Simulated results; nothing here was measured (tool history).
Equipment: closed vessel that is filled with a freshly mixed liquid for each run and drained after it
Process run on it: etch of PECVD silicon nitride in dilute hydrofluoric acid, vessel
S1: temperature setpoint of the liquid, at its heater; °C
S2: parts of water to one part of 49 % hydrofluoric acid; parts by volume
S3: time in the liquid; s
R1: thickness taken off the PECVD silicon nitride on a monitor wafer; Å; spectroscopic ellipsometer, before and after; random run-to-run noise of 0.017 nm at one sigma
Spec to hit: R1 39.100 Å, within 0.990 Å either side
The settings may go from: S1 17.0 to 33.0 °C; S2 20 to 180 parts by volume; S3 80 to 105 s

run,hour,S1,S2,S3,R1
1,0.0,25.0,100,105,62.092
2,1.9,25.0,100,105,61.946
3,10.8,25.0,65,105,95.730
4,11.9,25.0,35,105,175.690
5,13.7,28.0,35,105,214.050
6,16.1,25.0,50,105,123.780
7,21.6,23.0,55,105,98.346
8,29.6,19.0,95,105,44.034
9,36.3,18.5,95,105,42.261
10,40.8,18.0,95,105,40.660

Which single option among these 4 for the next run brings every result within its allowed miss of target? Just one does.
A,45.3,19.5,75,80,?
B,45.3,20.5,90,85,?
C,45.3,19.5,90,85,?
D,45.3,21.0,115,105,?

move,R1
A,43.388
B,41.323
C,38.593
D,41.546
A: the biggest miss grows against the last run
B: the biggest miss grows against the last run
C: hits every target within its allowed miss
D: the biggest miss grows against the last run
C meets every target.
